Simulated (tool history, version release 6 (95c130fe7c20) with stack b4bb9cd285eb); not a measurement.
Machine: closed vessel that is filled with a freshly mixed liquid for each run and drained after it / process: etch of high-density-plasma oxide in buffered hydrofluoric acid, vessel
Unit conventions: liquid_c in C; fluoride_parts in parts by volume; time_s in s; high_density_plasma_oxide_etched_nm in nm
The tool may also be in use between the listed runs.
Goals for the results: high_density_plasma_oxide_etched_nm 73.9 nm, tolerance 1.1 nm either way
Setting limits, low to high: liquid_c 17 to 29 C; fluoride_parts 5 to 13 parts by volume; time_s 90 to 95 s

run  hour  liquid_c  fluoride_parts  time_s  high_density_plasma_oxide_etched_nm
  1     0        21               8      90                               112.81
  2   8.7        21               8      90                               112.39
  3  11.9      24.5               8      90                                135.6
  4    16        22             8.5      90                                111.1
  5  19.3        22             8.5      95                               117.37
  6  25.9        19             8.5      95                                99.33
  7  29.2      18.5               9      95                               90.718
  8  33.2        18             9.5      95                               85.642
  9  37.5      17.5              10      95                               79.703

Of the 4 settings listed for the next run, only one would bring every result within its allowed miss of target. Which one?
  A  41.8      18.5            11.5      95                                    ?
  B  41.8        17            10.5      90                                    ?
  C  41.8        17              11      95                                    ?
  D  41.8      17.5            10.5      95                                    ?

move  high_density_plasma_oxide_etched_nm
   A                               73.999
   B                               70.351
   C                               70.965
   D                               76.408
A: all results in spec
B: takes the result that was furthest off past its target
C: takes the result that was furthest off past its target
D: gains on the last run, yet a result remains outside its allowed miss
Go with A: it meets all targets.

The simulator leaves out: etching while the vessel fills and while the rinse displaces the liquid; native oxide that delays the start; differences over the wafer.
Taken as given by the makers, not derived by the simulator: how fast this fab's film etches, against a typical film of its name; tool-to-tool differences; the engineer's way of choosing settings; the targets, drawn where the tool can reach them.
